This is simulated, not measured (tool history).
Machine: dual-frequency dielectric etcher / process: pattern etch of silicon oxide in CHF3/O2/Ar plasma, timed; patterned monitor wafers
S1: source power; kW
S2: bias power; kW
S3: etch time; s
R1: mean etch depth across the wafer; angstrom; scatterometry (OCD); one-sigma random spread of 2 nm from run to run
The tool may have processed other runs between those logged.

| run | hour | S1 | S2 | S3 | R1 |
|---|---|---|---|---|---|
| 1 | 0 | 0.6 | 0.205 | 379.5 | 7981.1 |
| 2 | 2.4 | 0.71 | 0.205 | 379.5 | 8592.7 |
| 3 | 5.6 | 0.71 | 0.182 | 379.5 | 8189.6 |
| 4 | 12.4 | 0.71 | 0.205 | 379.5 | 8588.6 |
| 5 | 20.5 | 0.71 | 0.205 | 379.5 | 8524.3 |
| 6 | 22 | 0.71 | 0.205 | 350 | 7931.5 |
| 7 | 30 | 0.67 | 0.199 | 350 | 7609.4 |
| 8 | 33.5 | 0.65 | 0.196 | 350 | 7495.7 |
| 9 | 36.3 | 0.63 | 0.193 | 350 | 7293.5 |
| 10 | 45.1 | 0.62 | 0.192 | 350 | 7217.8 |
| 11 | 54 | 0.61 | 0.191 | 350 | 7224.8 |
| 12 | 60.8 | 0.53 | 0.178 | 350 | 6574.7 |

Run 13, settings as shown, results not yet in. Your forecast:
| 13 | 68 | 0.54 | 0.179 | 350 | ? |

For run 13 the tool returned R1 6606.8 angstrom.
